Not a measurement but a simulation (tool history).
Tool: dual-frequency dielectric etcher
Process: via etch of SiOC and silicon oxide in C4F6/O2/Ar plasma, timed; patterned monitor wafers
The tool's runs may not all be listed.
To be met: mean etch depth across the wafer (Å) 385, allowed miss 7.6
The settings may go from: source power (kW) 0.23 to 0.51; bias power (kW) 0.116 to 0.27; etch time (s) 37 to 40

run,hour,source power (kW),bias power (kW),etch time (s),mean etch depth across the wafer (Å)
1,0,0.37,0.193,40,466.43
2,1.3,0.35,0.186,40,449.55
3,6.1,0.35,0.22,40,472.91
4,8,0.35,0.251,40,492.96
# hour 10.8: wet clean of the chamber
5,10.8,0.35,0.27,40,480.62
6,14.8,0.41,0.27,40,508
7,22.5,0.34,0.232,38,427.65
8,27.9,0.33,0.231,38,424.96
9,29.1,0.32,0.23,38,419.89
10,36.5,0.31,0.229,38,413.11

Which of these 5 next moves meets every target?
A,43.9,0.28,0.22,39,?
B,43.9,0.32,0.252,40,?
C,43.9,0.33,0.224,40,?
D,43.9,0.26,0.22,38.5,?
E,43.9,0.32,0.256,37.5,?

move,mean etch depth across the wafer (Å)
A,401.79
B,453.07
C,443.09
D,384.7
E,426.77
A: nearer than the last run, and not there yet
B: further off than the last run
C: further off than the last run
D: meets every target
E: further off than the last run
Answer: D
